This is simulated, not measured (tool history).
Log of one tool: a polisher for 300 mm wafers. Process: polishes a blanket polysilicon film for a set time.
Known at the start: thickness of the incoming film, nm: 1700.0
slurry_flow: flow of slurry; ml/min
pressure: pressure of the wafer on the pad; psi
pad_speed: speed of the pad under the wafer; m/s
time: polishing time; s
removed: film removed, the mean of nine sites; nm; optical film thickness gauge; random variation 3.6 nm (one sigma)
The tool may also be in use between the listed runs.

run,hour,slurry_flow,pressure,pad_speed,time,removed
1,0,315,2.4,0.82,125,645.6
2,0.9,315,2.2,0.8,125,589.56
3,3.5,360,2.2,0.8,125,596.1
4,12.3,360,2.5,0.8,125,692.93
5,17.1,350,2.3,0.8,125,644.13
6,19.7,350,2.1,0.8,125,577.14
7,28.2,340,2,0.8,125,543.5
8,36.9,335,1.9,0.8,125,527.5
9,41.2,330,1.8,0.78,125,483.13
10,49.2,325,1.7,0.78,125,466.45
11,53.5,325,1.7,0.78,125,462.44
12,59.3,320,1.6,0.78,125,435.79
13,64.8,315,1.5,0.78,125,411.02

Forecast run 14:
14,70.7,305,1.5,0.78,125,?

removed: 403.98 nm

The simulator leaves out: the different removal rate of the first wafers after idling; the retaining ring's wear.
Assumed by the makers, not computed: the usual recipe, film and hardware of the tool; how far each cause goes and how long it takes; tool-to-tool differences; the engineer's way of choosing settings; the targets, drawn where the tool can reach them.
